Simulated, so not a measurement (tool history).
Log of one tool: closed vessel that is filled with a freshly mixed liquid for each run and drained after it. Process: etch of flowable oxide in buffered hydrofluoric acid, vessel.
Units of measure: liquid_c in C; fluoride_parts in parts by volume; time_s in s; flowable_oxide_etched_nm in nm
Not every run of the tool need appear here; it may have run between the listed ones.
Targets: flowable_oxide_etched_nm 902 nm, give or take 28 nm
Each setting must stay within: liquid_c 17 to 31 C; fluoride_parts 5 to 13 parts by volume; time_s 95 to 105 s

run    day  liquid_c  fluoride_parts  time_s  flowable_oxide_etched_nm
  1      0        23               8      95                    595.98
  2  0.092        23               8      95                    595.57
  3    0.4        25               8      95                    674.66
  4  0.525        26               8      95                    713.73
  5  0.592        27               8      95                    742.74
  6  0.908        28               8      95                     783.6
  7  1.238      28.5               8      95                    813.63
  8  1.362        29               8      95                    828.91
  9  1.738      29.5               8      95                    845.23
     1.883  -- hydrofluoric acid flow meter replaced
 10  1.883        30               8      95                    985.07
 11  2.096      29.5               8      95                    943.48

4 candidate next runs follow, results not yet known. Just one meets every target within its allowed miss. Identify it.
  A  2.308      30.5               8      95                         ?
  B  2.308      28.5               8     105                         ?
  C  2.308        31             9.5     100                         ?
  D  2.308        29             7.5      95                         ?

move  flowable_oxide_etched_nm
   A                    1003.4
   B                    998.39
   C                     922.5
   D                    994.45
A: moves away from the targets compared with the last run
B: moves away from the targets compared with the last run
C: in spec on every target
D: moves away from the targets compared with the last run
C meets every target.
